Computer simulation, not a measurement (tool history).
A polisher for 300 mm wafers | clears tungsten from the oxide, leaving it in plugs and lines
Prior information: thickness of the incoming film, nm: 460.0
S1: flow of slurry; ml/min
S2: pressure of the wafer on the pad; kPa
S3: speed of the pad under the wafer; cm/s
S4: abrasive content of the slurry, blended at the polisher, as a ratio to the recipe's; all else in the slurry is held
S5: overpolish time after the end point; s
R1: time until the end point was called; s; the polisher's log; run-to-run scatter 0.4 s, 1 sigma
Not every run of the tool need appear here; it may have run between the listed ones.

{"run": 1, "hour": 0.0, "S1": 145, "S2": 31, "S3": 130, "S4": 1, "S5": 20, "R1": 58.542}
{"run": 2, "hour": 1.7, "S1": 145, "S2": 33.8, "S3": 130, "S4": 1, "S5": 20, "R1": 53.118}
{"run": 3, "hour": 4.4, "S1": 145, "S2": 33.8, "S3": 130, "S4": 1.15, "S5": 20, "R1": 51.207}
{"run": 4, "hour": 10.2, "S1": 150, "S2": 34.5, "S3": 130, "S4": 1.15, "S5": 20, "R1": 49.059}
{"run": 5, "hour": 16.0, "S1": 155, "S2": 34.5, "S3": 130, "S4": 1.15, "S5": 20, "R1": 49.111}
{"run": 6, "hour": 16.8, "S1": 155, "S2": 34.5, "S3": 100, "S4": 1.15, "S5": 20, "R1": 62.968}
{"run": 7, "hour": 19.4, "S1": 160, "S2": 36.5, "S3": 100, "S4": 1.15, "S5": 20, "R1": 59.582}

What does the tool deliver on the next run?
{"run": 8, "hour": 21.2, "S1": 160, "S2": 38.6, "S3": 100, "S4": 1.15, "S5": 20, "R1": "?"}

{"run 8": {"R1": 56.7}}

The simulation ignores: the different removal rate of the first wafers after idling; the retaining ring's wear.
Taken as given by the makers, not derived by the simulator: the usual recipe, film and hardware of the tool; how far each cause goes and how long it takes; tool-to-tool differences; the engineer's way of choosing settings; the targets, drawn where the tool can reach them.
